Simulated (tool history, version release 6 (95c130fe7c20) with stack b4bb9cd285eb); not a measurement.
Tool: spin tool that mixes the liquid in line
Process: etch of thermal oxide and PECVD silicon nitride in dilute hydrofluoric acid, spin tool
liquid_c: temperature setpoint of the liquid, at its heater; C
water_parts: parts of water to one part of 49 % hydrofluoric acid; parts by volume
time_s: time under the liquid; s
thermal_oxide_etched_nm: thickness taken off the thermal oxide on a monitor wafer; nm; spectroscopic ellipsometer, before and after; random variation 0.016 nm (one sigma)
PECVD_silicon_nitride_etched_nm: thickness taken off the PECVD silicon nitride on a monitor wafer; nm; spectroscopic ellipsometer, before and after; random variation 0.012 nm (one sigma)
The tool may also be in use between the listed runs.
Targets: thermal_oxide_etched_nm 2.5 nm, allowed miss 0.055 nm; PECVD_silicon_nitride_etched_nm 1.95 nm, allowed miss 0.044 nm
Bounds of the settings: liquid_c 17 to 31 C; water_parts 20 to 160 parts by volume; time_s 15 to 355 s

run	hour	liquid_c	water_parts	time_s	thermal_oxide_etched_nm	PECVD_silicon_nitride_etched_nm
1	0	23	90	180	9.0591	7.6028
2	3.7	23	110	180	7.2202	6.1286
3	6.9	22	120	170	5.9202	5.0637
4	9.9	21	130	155	4.7584	3.9511
5	13.6	20	135	145	4.0744	3.3183
6	21.5	22	135	145	4.4506	3.7953
7	28.6	21	140	140	3.9265	3.3278
8	33.9	20	145	135	3.5047	2.8712
9	37.5	17.5	160	115	2.4322	1.8919

5 next moves are on the table. One of them brings every result within its allowed miss. Which?
A	41.1	17	130	95	?	?
B	41.1	18	140	100	?	?
C	41.1	17.5	150	115	?	?
D	41.1	17.5	160	125	?	?
E	41.1	17	160	115	?	?

move	thermal_oxide_etched_nm	PECVD_silicon_nitride_etched_nm
A	2.4899	1.8531
B	2.5108	1.9448
C	2.6143	2.022
D	2.6382	2.0652
E	2.3783	1.8363
A: further off than the last run
B: meets every target
C: takes the result that was furthest off past its target
D: takes the result that was furthest off past its target
E: further off than the last run
Answer: B
